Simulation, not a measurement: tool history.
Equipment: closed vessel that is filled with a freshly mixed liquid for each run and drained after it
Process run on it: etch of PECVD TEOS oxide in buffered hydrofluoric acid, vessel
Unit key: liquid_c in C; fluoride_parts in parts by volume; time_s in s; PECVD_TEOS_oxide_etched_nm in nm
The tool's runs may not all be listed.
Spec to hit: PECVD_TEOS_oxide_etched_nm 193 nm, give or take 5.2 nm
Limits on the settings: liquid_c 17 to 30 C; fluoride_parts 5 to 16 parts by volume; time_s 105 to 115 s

run	hour	liquid_c	fluoride_parts	time_s	PECVD_TEOS_oxide_etched_nm
1	0	22	9.5	105	158.62
2	4	23	9.5	105	166.93
3	9.6	19.5	9.5	105	136.33
4	11.3	19.5	8	105	161.55
5	16.2	20.5	8	105	171.41
6	21.1	20.5	8	105	170.94
7	27.4	21	8	105	176.76
8	28.9	21.5	8	105	179.41
9	32	22	8	105	185.69

Of the 4 settings listed for the next run, only one would bring every result within its allowed miss of target. Which one?
A	35.1	20.5	8	110	?
B	35.1	23	8.5	115	?
C	35.1	19.5	7.5	105	?
D	35.1	21	8	115	?

move	PECVD_TEOS_oxide_etched_nm
A	179.6
B	201.88
C	173.83
D	193.06
A: the biggest miss grows against the last run
B: the result that was furthest off in the last run now lies on the other side of its target
C: the biggest miss grows against the last run
D: all results land within tolerance of their targets
D is the move that brings every result within its allowed miss.
